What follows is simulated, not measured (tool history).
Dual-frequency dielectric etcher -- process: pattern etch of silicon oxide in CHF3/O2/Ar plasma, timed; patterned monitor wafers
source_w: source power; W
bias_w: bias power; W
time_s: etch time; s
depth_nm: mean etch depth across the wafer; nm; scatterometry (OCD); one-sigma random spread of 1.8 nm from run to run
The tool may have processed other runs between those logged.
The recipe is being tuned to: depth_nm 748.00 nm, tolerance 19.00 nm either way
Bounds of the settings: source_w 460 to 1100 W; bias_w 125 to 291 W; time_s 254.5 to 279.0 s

run,hour,source_w,bias_w,time_s,depth_nm
1,0.0,780,208,279.0,652.83
2,7.1,780,188,279.0,632.29
3,11.7,780,188,254.5,576.42
4,15.0,780,188,279.0,632.91
5,21.0,780,188,279.0,631.46
6,27.1,780,152,279.0,589.05
7,35.3,850,164,279.0,628.57
8,39.5,900,169,279.0,656.14
9,45.3,940,172,279.0,674.50
10,46.3,970,174,279.0,689.43
11,51.9,1000,176,279.0,700.51

Which one of the following 5 next-run settings gets every result inside its allowed miss? There is exactly one.
A,57.5,1000,154,259.0,?
B,57.5,1050,182,259.5,?
C,57.5,960,135,273.5,?
D,57.5,910,191,267.0,?
E,57.5,1030,223,271.0,?

move,depth_nm
A,621.34
B,674.40
C,615.65
D,656.44
E,748.10
A: moves away from the targets compared with the last run
B: moves away from the targets compared with the last run
C: moves away from the targets compared with the last run
D: moves away from the targets compared with the last run
E: all results land within tolerance of their targets
Go with E: it meets all targets.
